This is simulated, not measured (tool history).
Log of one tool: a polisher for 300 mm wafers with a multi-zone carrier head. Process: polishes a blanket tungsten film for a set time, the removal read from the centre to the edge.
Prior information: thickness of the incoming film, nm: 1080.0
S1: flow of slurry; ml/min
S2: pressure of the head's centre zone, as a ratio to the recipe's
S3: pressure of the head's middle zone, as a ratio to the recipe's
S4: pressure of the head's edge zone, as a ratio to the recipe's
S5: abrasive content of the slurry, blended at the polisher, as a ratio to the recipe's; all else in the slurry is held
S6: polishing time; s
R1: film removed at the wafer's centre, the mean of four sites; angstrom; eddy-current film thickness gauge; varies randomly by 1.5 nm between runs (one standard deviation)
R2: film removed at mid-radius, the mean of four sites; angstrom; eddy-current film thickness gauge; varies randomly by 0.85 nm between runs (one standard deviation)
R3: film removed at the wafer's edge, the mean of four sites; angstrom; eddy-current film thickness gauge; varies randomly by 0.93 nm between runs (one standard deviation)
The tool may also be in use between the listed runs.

run	day	S1	S2	S3	S4	S5	S6	R1	R2	R3
1	0	180	1	1	1	1	33	1401.7	1406.8	1425
2	0.175	175	1	0.99	1	1	33	1371.2	1376.1	1404.4
3	0.329	175	1	0.99	1	1.2	33	1454.2	1450.6	1492.2
4	0.658	175	0.94	0.99	1	1.2	33	1358.5	1427.9	1470.5
5	0.692	175	0.94	0.99	1.08	1.2	33	1383.4	1453.5	1526.4
6	0.8	170	0.94	0.97	1.06	1.2	33	1375.7	1404.6	1518.1
7	0.958	165	0.94	0.96	1.04	1.2	33	1351.7	1398.6	1497.2
8	1.271	165	0.94	0.94	1.02	1.2	33	1332.7	1364.6	1489.5
9	1.367	160	0.95	0.93	1	1.2	33	1390	1344	1437.7
10	1.408	155	0.94	0.92	1	1.2	33	1318.2	1333.8	1477.1

Expected results for the next run?
11	1.7	155	0.94	0.91	0.99	1.2	33	?	?	?

{"run 11": {"R1": 1350.5, "R2": 1313.3, "R3": 1449}}
